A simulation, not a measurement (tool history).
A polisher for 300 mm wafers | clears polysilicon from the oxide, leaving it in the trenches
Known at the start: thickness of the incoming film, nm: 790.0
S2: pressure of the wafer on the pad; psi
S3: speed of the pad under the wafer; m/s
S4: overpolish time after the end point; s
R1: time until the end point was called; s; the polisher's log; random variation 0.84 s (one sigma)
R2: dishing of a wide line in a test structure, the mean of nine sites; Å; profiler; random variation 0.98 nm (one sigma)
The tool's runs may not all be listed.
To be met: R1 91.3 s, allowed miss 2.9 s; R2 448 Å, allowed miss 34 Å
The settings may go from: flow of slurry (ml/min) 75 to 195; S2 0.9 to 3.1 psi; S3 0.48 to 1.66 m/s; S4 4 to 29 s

Run 1, hour 0: flow of slurry (ml/min) 125, S2 2 psi, S3 1.06 m/s, S4 15 s. Result: R1 70.086 s, R2 603.6 Å.
Run 2, hour 1.7: flow of slurry (ml/min) 120, S2 1.9 psi, S3 1.06 m/s, S4 13 s. Result: R1 74.55 s, R2 543.4 Å.
Run 3, hour 4.4: flow of slurry (ml/min) 120, S2 1.6 psi, S3 1.06 m/s, S4 13 s. Result: R1 86.681 s, R2 511.99 Å.
Run 4, hour 8: flow of slurry (ml/min) 105, S2 1.6 psi, S3 1.06 m/s, S4 13 s. Result: R1 91.805 s, R2 519.08 Å.
Run 5, hour 11.9: flow of slurry (ml/min) 105, S2 1.6 psi, S3 1.06 m/s, S4 12 s. Result: R1 91.415 s, R2 499.29 Å.
Run 6, hour 20.7: flow of slurry (ml/min) 105, S2 1.6 psi, S3 1.06 m/s, S4 6 s. Result: R1 90.074 s, R2 326.83 Å.
Run 7, hour 26.7: flow of slurry (ml/min) 105, S2 1.6 psi, S3 1.06 m/s, S4 7 s. Result: R1 92.48 s, R2 359.17 Å.
Run 8, hour 31.5: flow of slurry (ml/min) 120, S2 1.7 psi, S3 1.06 m/s, S4 14 s. Result: R1 82.969 s, R2 565.9 Å.
Run 9, hour 33.9: flow of slurry (ml/min) 115, S2 1.7 psi, S3 1.06 m/s, S4 13 s. Result: R1 84.726 s, R2 556.71 Å.
Run 10, hour 42.3: flow of slurry (ml/min) 110, S2 1.7 psi, S3 1.06 m/s, S4 12 s. Result: R1 83.961 s, R2 504.59 Å.

4 next moves are on the table. One of them brings every result within its allowed miss. Which?
Run A, hour 50.7: flow of slurry (ml/min) 135, S2 2 psi, S3 0.8 m/s, S4 10 s. Result: R1 ?, R2 ?.
Run B, hour 50.7: flow of slurry (ml/min) 85, S2 1.3 psi, S3 1.3 m/s, S4 23 s. Result: R1 ?, R2 ?.
Run C, hour 50.7: flow of slurry (ml/min) 125, S2 1.6 psi, S3 0.96 m/s, S4 10 s. Result: R1 ?, R2 ?.
Run D, hour 50.7: flow of slurry (ml/min) 100, S2 1.6 psi, S3 1.12 m/s, S4 14 s. Result: R1 ?, R2 ?.

move      R1      R2
   A  90.591   455.9
   B  96.643  623.08
   C   95.82  441.67
   D  87.186  546.87
A: meets every target
B: takes the result that was furthest off past its target
C: takes the result that was furthest off past its target
D: further off than the last run
Answer: A
